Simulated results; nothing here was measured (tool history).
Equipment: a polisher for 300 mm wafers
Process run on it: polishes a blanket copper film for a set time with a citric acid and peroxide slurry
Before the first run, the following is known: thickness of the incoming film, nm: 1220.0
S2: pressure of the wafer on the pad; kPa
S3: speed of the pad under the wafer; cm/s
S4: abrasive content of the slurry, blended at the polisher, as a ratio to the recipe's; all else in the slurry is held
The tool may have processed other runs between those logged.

run 1 day=0.000 | flow_of_slurry_(ml/min)=315 S2=17.2 S3=82 S4=1.0 polishing_time_(s)=80 | film_removed_(angstrom)=1062.50
run 2 day=0.125 | flow_of_slurry_(ml/min)=315 S2=15.2 S3=76 S4=1.0 polishing_time_(s)=80 | film_removed_(angstrom)=883.57
run 3 day=0.479 | flow_of_slurry_(ml/min)=315 S2=15.2 S3=76 S4=1.0 polishing_time_(s)=84 | film_removed_(angstrom)=926.79
run 4 day=0.562 | flow_of_slurry_(ml/min)=315 S2=15.2 S3=58 S4=1.0 polishing_time_(s)=84 | film_removed_(angstrom)=730.70
run 5 day=0.929 | flow_of_slurry_(ml/min)=315 S2=13.8 S3=58 S4=1.0 polishing_time_(s)=84 | film_removed_(angstrom)=647.02
run 6 day=1.125 | flow_of_slurry_(ml/min)=315 S2=12.4 S3=58 S4=1.0 polishing_time_(s)=84 | film_removed_(angstrom)=598.49
run 7 day=1.371 | flow_of_slurry_(ml/min)=315 S2=11.7 S3=58 S4=1.0 polishing_time_(s)=84 | film_removed_(angstrom)=556.72

Expected results for the next run?
run 8 day=1.517 | flow_of_slurry_(ml/min)=315 S2=11.0 S3=58 S4=1.0 polishing_time_(s)=84 | film_removed_(angstrom)=?

film removed (angstrom): 530.39
